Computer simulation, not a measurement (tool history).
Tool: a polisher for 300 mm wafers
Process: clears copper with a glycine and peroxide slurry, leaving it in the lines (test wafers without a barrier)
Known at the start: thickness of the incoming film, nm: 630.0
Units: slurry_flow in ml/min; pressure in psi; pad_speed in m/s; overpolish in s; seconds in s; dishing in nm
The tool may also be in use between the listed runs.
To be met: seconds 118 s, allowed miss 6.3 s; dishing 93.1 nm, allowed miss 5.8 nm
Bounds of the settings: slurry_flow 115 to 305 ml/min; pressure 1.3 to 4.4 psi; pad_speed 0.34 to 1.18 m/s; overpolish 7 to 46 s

run 1 hour=0 | slurry_flow=195 pressure=2.8 pad_speed=0.76 overpolish=24 | seconds=178.67 dishing=49.255
run 2 hour=9 | slurry_flow=195 pressure=2.8 pad_speed=0.76 overpolish=33 | seconds=177.88 dishing=64.38
run 3 hour=10.9 | slurry_flow=195 pressure=2.8 pad_speed=0.94 overpolish=33 | seconds=154.2 dishing=68.768
run 4 hour=18.7 | slurry_flow=195 pressure=2.9 pad_speed=0.94 overpolish=33 | seconds=151.11 dishing=69.652
run 5 hour=20.3 | slurry_flow=195 pressure=2.9 pad_speed=0.84 overpolish=33 | seconds=161.18 dishing=67.739
run 6 hour=25.8 | slurry_flow=195 pressure=3 pad_speed=0.84 overpolish=33 | seconds=162.58 dishing=65.556
run 7 hour=29.5 | slurry_flow=195 pressure=3.1 pad_speed=0.86 overpolish=34 | seconds=155.61 dishing=73.736
run 8 hour=37.2 | slurry_flow=200 pressure=3.9 pad_speed=0.9 overpolish=32 | seconds=133.6 dishing=76.717
run 9 hour=38.2 | slurry_flow=200 pressure=4 pad_speed=0.9 overpolish=32 | seconds=132.3 dishing=77.044
run 10 hour=43 | slurry_flow=200 pressure=4.4 pad_speed=0.92 overpolish=36 | seconds=116.93 dishing=85.546

5 next moves are on the table. One of them brings every result within its allowed miss. Which?
run A hour=47.8 | slurry_flow=175 pressure=4.4 pad_speed=0.96 overpolish=29 | seconds=? dishing=?
run B hour=47.8 | slurry_flow=180 pressure=4.4 pad_speed=0.9 overpolish=28 | seconds=? dishing=?
run C hour=47.8 | slurry_flow=190 pressure=4.3 pad_speed=0.84 overpolish=43 | seconds=? dishing=?
run D hour=47.8 | slurry_flow=160 pressure=4.3 pad_speed=0.98 overpolish=40 | seconds=? dishing=?
run E hour=47.8 | slurry_flow=170 pressure=4.4 pad_speed=1.02 overpolish=27 | seconds=? dishing=?

move=A seconds=119.04 dishing=78.113
move=B seconds=124.76 dishing=74.444
move=C seconds=132.53 dishing=92.026
move=D seconds=120.42 dishing=92.362
move=E seconds=113.89 dishing=76.655
A: further off than the last run
B: further off than the last run
C: brings the result that was furthest off to its target, and leaves another outside
D: meets every target
E: further off than the last run
Move D is the one to make.
